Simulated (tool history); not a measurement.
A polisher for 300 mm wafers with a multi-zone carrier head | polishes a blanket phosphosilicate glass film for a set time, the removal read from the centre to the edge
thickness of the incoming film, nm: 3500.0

| run | hour | flow of slurry (ml/min) | pressure of the head's centre zone | pressure of the head's middle zone | pressure of the head's edge zone | abrasive content of the slurry | polishing time (s) | film removed at the wafer's centre (angstrom) | film removed at mid-radius (angstrom) | film removed at the wafer's edge (angstrom) |
|---|---|---|---|---|---|---|---|---|---|---|
| 1 | 0 | 225 | 1 | 1 | 1 | 1 | 59 | 4877 | 5097.1 | 4970.5 |
| 2 | 2.3 | 215 | 1.02 | 0.94 | 1 | 0.85 | 56 | 4256.3 | 3995.5 | 4224.7 |
| 3 | 8.2 | 215 | 1.02 | 0.94 | 1 | 0.85 | 66 | 4932.4 | 4747.6 | 4906.5 |
| 4 | 15.9 | 205 | 1.02 | 0.9 | 0.98 | 0.75 | 64 | 4363.4 | 4075.6 | 4292.5 |
| 5 | 17.7 | 205 | 1.02 | 0.9 | 0.98 | 0.65 | 64 | 3693.8 | 3475.7 | 3615.4 |
| 6 | 21.8 | 200 | 1.03 | 0.87 | 0.99 | 0.65 | 64 | 3743.4 | 3298.9 | 3621.5 |
| 7 | 28.1 | 165 | 1.02 | 0.81 | 0.96 | 0.55 | 64 | 2846.1 | 2542.1 | 2885.6 |
| 8 | 32.1 | 195 | 1.02 | 0.81 | 0.99 | 0.55 | 64 | 2943.2 | 2547.5 | 2918.8 |
| 9 | 33.4 | 210 | 1.03 | 0.83 | 1.03 | 0.55 | 64 | 3052.1 | 2667.2 | 3037.8 |
| 10 | 35.7 | 235 | 1.04 | 0.83 | 1.06 | 0.55 | 64 | 3140.1 | 2649.6 | 3186.9 |
| 11 | 40.2 | 255 | 1.05 | 0.84 | 1.05 | 0.55 | 64 | 3140.4 | 2725.8 | 3157.7 |
| 12 | 40.8 | 250 | 1.07 | 0.85 | 1.07 | 0.55 | 64 | 3190.9 | 2726.1 | 3096.4 |
| 13 | 47.3 | 315 | 1.08 | 0.82 | 1.11 | 0.7 | 64 | 4434.7 | 3724.4 | 4423.7 |
| 14 | 55.1 | 270 | 1.08 | 0.82 | 1.1 | 0.7 | 64 | 4353.7 | 3665.9 | 4391.4 |
| 15 | 59.8 | 250 | 1.08 | 0.82 | 1.07 | 0.65 | 64 | 3999.7 | 3266.6 | 3935.8 |

Predict the results of run 16:
| 16 | 61.9 | 185 | 1.07 | 0.87 | 1.03 | 0.65 | 64 | ? | ? | ? |

{"run 16": {"film removed at the wafer's centre (angstrom)": 3799.9, "film removed at mid-radius (angstrom)": 3282.1, "film removed at the wafer's edge (angstrom)": 3759.3}}

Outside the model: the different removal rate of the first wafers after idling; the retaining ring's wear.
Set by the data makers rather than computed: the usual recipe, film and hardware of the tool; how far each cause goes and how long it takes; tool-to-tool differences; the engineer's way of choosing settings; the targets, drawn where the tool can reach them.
